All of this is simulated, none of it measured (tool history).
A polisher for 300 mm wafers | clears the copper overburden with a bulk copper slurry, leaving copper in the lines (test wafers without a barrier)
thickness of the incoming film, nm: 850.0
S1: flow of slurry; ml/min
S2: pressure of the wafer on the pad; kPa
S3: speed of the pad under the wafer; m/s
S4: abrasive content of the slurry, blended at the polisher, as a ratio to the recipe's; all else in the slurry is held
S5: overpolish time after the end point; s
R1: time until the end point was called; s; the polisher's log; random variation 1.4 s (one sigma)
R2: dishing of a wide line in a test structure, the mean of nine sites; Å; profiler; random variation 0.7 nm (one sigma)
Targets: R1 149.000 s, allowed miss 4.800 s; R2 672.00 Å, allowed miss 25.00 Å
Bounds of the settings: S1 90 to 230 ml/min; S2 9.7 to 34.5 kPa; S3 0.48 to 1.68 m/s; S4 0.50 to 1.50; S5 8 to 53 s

run  hour   S1    S2    S3    S4  S5       R1      R2
  1   0.0  150  22.1  1.08  1.00  27   80.156  707.58
  2   2.7  150  20.0  1.08  1.00  27   85.506  689.83
  3   9.2  165  20.0  1.08  1.00  27   84.888  692.26
  4  11.7  160  18.6  1.06  1.00  30   92.490  682.33
  5  15.8  160  13.8  1.06  1.00  30  119.240  620.08
  6  20.9  160  13.8  1.06  1.00  25  120.540  602.75
  7  25.7  160  13.1  1.04  1.00  29  128.940  604.28
  8  31.6  160  13.1  1.04  1.00  29  129.570  612.73
  9  37.0  155  13.1  1.04  1.00  32  129.490  626.61
 10  44.7  150  13.1  1.04  1.00  34  130.450  637.32
 11  50.4  150  13.1  1.04  1.00  34  130.190  643.70
 12  57.9  145  13.1  1.04  1.00  35  132.340  631.96
 13  63.6  140  13.1  1.04  1.00  37  131.400  638.08
 14  69.3  135   9.7  1.02  1.00  50  172.960  621.64
 15  71.8  135  10.3  1.02  1.00  50  164.930  623.98
 16  74.8  130  11.0  1.00  1.00  50  160.130  642.37
 17  80.9  130  11.0  1.00  1.00  50  160.170  640.65

Which of these 4 next moves meets every target?
  A  87.0  140  10.3  1.06  0.95  45   ?   ?
  B  87.0   90  17.2  0.74  0.75  53   ?   ?
  C  87.0   90  15.2  0.90  0.60  53   ?   ?
  D  87.0  125  14.5  0.88  0.85  52   ?   ?

move       R1      R2
   A  158.220  629.50
   B  168.320  681.65
   C  159.500  676.60
   D  148.780  676.77
A: nearer than the last run, and not there yet
B: further off than the last run
C: nearer than the last run, and not there yet
D: meets every target
Move D is the one to make.
